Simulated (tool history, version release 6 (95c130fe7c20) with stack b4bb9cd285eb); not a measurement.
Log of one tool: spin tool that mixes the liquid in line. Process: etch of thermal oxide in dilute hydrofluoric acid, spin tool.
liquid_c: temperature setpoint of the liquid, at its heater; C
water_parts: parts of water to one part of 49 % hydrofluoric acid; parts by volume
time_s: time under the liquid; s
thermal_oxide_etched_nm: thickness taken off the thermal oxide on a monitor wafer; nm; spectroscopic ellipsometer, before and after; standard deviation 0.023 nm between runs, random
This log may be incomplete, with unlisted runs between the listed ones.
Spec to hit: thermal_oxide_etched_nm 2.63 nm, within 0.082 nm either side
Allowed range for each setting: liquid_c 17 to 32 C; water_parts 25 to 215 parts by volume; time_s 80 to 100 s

| run | hour | liquid_c | water_parts | time_s | thermal_oxide_etched_nm |
|---|---|---|---|---|---|
| 1 | 0 | 24 | 120 | 100 | 3.9828 |
| 2 | 3.7 | 24 | 120 | 100 | 3.9854 |
| 3 | 8.5 | 23.5 | 120 | 100 | 3.9391 |
| 4 | 11.8 | 23 | 125 | 100 | 3.625 |
| 5 | 19.2 | 23 | 90 | 100 | 5.2852 |
| 6 | 22.9 | 22.5 | 95 | 100 | 4.9021 |
| 7 | 27.8 | 22 | 100 | 100 | 4.4827 |
| 8 | 32.2 | 21.5 | 105 | 100 | 4.2658 |
| 9 | 36.3 | 21 | 110 | 100 | 3.9661 |
| 10 | 42.1 | 17 | 140 | 100 | 2.5284 |

Consider the 4 candidate settings below. Which is the only one whose results all fall within their allowed miss of target?
| A | 47.9 | 22.5 | 160 | 90 | ? |
| B | 47.9 | 17 | 130 | 85 | ? |
| C | 47.9 | 17 | 135 | 100 | ? |
| D | 47.9 | 18 | 135 | 90 | ? |

| move | thermal_oxide_etched_nm |
|---|---|
| A | 2.4862 |
| B | 2.3926 |
| C | 2.6972 |
| D | 2.5294 |
A: the biggest miss grows against the last run
B: the biggest miss grows against the last run
C: all results land within tolerance of their targets
D: no nearer and no further than the last run
Move C is the one to make.
